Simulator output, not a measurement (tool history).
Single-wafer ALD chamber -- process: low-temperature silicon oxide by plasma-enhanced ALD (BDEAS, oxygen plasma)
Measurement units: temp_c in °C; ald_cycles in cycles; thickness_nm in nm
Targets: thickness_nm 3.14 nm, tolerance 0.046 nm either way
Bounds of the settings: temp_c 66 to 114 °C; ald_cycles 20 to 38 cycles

run    day  temp_c  ald_cycles  thickness_nm
  1      0      90          29        3.7903
  2  0.279      97          29         3.712
  3  0.575     100          28        3.5391
  4  0.629     100          31        3.9123
  5  0.767     103          30        3.7676
  6  0.942     105          29        3.6235
  7  1.204     106          28        3.5068
  8  1.554     107          27        3.3595
  9  1.746     108          27        3.3477
 10  2.075     109          27        3.3467
 11  2.192     110          27        3.3445
 12  2.558     114          25        3.0756
 13  2.833     113          25         3.081
 14  2.996     112          25        3.0877

4 candidate next runs follow, results not yet known. Just one meets every target within its allowed miss. Identify it.
  A  3.158     110          26             ?
  B  3.158     104          25             ?
  C  3.158     108          24             ?
  D  3.158     104          26             ?

move  thickness_nm
   A        3.2062
   B        3.1218
   C         2.972
   D        3.2467
A: takes the result that was furthest off past its target
B: every result within its allowed miss
C: its largest miss is bigger than the last run's
D: takes the result that was furthest off past its target
B meets every target.
